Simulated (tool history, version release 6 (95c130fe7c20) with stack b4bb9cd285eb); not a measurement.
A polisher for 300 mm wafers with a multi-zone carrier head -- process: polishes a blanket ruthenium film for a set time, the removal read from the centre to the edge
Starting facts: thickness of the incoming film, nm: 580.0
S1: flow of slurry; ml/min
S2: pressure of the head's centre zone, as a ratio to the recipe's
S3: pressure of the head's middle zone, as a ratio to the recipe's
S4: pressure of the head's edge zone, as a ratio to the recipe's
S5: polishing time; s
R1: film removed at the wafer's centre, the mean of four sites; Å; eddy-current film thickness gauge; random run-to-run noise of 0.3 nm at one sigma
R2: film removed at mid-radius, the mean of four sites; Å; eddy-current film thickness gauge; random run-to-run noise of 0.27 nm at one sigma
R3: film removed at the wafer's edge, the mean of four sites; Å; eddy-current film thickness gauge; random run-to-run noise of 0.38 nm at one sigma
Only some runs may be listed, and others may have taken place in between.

run 1 hour=0 | S1=300 S2=1 S3=1 S4=1 S5=65 | R1=426.99 R2=435.82 R3=413.11
run 2 hour=9 | S1=300 S2=0.98 S3=1.01 S4=0.98 S5=62 | R1=386.62 R2=419.52 R3=388.96
run 3 hour=17.6 | S1=300 S2=0.97 S3=1.02 S4=0.96 S5=59 | R1=368.37 R2=392.55 R3=361.17
run 4 hour=23.8 | S1=295 S2=0.95 S3=1.03 S4=0.95 S5=57 | R1=348.19 R2=386.37 R3=352.03
run 5 hour=29.2 | S1=295 S2=0.95 S3=1.03 S4=0.99 S5=57 | R1=341.19 R2=390.82 R3=362.36
run 6 hour=35.6 | S1=295 S2=0.95 S3=1.03 S4=1.07 S5=57 | R1=345.97 R2=384.19 R3=376.33
run 7 hour=44.5 | S1=295 S2=0.94 S3=1.04 S4=1.04 S5=55 | R1=337.93 R2=377.17 R3=368.49
run 8 hour=49 | S1=290 S2=0.93 S3=1.05 S4=1.01 S5=53 | R1=310.33 R2=368.74 R3=336.94
run 9 hour=54.2 | S1=285 S2=0.92 S3=1.05 S4=0.99 S5=52 | R1=305.91 R2=354.32 R3=328.15

Run 10 is up next; what results do you expect?
run 10 hour=63.1 | S1=280 S2=0.91 S3=1.06 S4=0.97 S5=51 | R1=? R2=? R3=?

{"run 10": {"R1": 298.35, "R2": 352.9, "R3": 312.34}}

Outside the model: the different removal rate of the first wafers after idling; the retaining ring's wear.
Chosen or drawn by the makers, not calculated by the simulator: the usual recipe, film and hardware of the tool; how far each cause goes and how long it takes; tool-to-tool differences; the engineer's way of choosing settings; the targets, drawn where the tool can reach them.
